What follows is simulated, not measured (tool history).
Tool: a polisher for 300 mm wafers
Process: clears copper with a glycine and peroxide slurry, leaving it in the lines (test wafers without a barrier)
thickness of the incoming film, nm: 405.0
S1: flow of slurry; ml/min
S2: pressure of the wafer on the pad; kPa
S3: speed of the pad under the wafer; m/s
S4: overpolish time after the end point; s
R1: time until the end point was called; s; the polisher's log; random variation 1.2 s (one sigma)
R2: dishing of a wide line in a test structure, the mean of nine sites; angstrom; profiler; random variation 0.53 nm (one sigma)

Run 1, day 0: S1 220 ml/min, S2 15.9 kPa, S3 1.2 m/s, S4 19 s. Result: R1 72.859 s, R2 603.95 angstrom.
Run 2, day 0.142: S1 220 ml/min, S2 15.2 kPa, S3 1.24 m/s, S4 17 s. Result: R1 70.439 s, R2 544.15 angstrom.
Run 3, day 0.438: S1 175 ml/min, S2 15.2 kPa, S3 1.24 m/s, S4 17 s. Result: R1 73.14 s, R2 531.92 angstrom.
Run 4, day 0.488: S1 175 ml/min, S2 15.2 kPa, S3 1.26 m/s, S4 15 s. Result: R1 75.961 s, R2 494.47 angstrom.
Run 5, day 0.792: S1 185 ml/min, S2 14.5 kPa, S3 1.32 m/s, S4 14 s. Result: R1 74.491 s, R2 469.22 angstrom.
Run 6, day 1.008: S1 185 ml/min, S2 14.5 kPa, S3 1.38 m/s, S4 13 s. Result: R1 71.931 s, R2 458.55 angstrom.
Run 7, day 1.304: S1 185 ml/min, S2 14.5 kPa, S3 1.42 m/s, S4 12 s. Result: R1 70.365 s, R2 424.18 angstrom.

Forecast run 8:
Run 8, day 1.625: S1 185 ml/min, S2 14.5 kPa, S3 1.44 m/s, S4 11 s. Result: R1 ?, R2 ?.

R1: 66.913 s
R2: 407.84 angstrom
